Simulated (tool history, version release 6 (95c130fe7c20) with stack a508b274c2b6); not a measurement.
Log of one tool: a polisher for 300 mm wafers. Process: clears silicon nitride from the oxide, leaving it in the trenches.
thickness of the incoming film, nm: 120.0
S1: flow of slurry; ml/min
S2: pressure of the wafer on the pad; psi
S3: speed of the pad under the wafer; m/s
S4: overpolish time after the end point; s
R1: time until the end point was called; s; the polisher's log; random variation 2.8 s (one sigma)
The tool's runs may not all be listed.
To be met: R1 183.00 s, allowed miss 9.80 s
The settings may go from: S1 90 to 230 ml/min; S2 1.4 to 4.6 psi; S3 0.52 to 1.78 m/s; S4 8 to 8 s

run 1 hour=0.0 | S1=150 S2=3.0 S3=1.14 S4=8 | R1=104.23
run 2 hour=5.4 | S1=150 S2=2.6 S3=1.12 S4=8 | R1=120.93
run 3 hour=9.3 | S1=185 S2=2.6 S3=1.12 S4=8 | R1=115.17
run 4 hour=11.2 | S1=185 S2=2.3 S3=1.10 S4=8 | R1=133.28
run 5 hour=14.6 | S1=185 S2=2.1 S3=1.10 S4=8 | R1=143.77
run 6 hour=15.4 | S1=185 S2=2.0 S3=1.10 S4=8 | R1=150.89
run 7 hour=17.4 | S1=185 S2=1.9 S3=1.10 S4=8 | R1=156.10
run 8 hour=21.2 | S1=185 S2=1.8 S3=1.10 S4=8 | R1=168.56
run 9 hour=23.2 | S1=180 S2=1.8 S3=1.10 S4=8 | R1=166.39

Which of these 4 next moves meets every target?
run A hour=25.2 | S1=140 S2=2.0 S3=1.12 S4=8 | R1=?
run B hour=25.2 | S1=170 S2=2.6 S3=0.86 S4=8 | R1=?
run C hour=25.2 | S1=180 S2=1.7 S3=1.04 S4=8 | R1=?
run D hour=25.2 | S1=195 S2=1.8 S3=1.12 S4=8 | R1=?

move=A R1=156.67
move=B R1=143.93
move=C R1=185.97
move=D R1=164.52
A: further off than the last run
B: further off than the last run
C: meets every target
D: further off than the last run
The right move is C.
